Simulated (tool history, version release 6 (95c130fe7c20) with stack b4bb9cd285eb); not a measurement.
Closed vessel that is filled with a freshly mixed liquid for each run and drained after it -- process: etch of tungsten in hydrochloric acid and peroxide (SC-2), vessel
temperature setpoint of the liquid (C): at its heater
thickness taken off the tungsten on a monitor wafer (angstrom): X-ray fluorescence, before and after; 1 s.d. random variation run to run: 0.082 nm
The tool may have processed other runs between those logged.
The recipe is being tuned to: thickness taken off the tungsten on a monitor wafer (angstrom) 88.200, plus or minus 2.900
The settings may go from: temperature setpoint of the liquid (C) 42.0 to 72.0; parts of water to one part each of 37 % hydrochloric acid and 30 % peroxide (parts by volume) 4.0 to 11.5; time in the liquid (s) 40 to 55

run,hour,temperature setpoint of the liquid (C),parts of water to one part each of 37 % hydrochloric acid and 30 % peroxide (parts by volume),time in the liquid (s),thickness taken off the tungsten on a monitor wafer (angstrom)
1,0.0,58.0,6.5,55,234.740
2,4.2,58.0,5.0,55,290.380
3,6.8,56.0,5.0,55,253.710
4,8.0,56.0,4.0,55,294.240
5,14.6,53.0,4.0,55,242.380
6,17.2,53.0,4.0,55,243.060
7,26.1,51.5,4.5,55,201.940
8,28.7,43.5,6.0,55,96.337
9,30.6,43.5,6.0,55,95.934

Consider the 5 candidate settings below. Which is the only one whose results all fall within their allowed miss of target?
A,32.5,45.0,6.0,45,?
B,32.5,42.0,4.5,50,?
C,32.5,46.0,6.0,50,?
D,32.5,44.5,6.0,55,?
E,32.5,46.5,6.0,50,?

move,thickness taken off the tungsten on a monitor wafer (angstrom)
A,87.583
B,97.370
C,104.220
D,103.420
E,107.840
A: every result lands within tolerance
B: the biggest miss grows against the last run
C: the biggest miss grows against the last run
D: the biggest miss grows against the last run
E: the biggest miss grows against the last run
A meets every target.
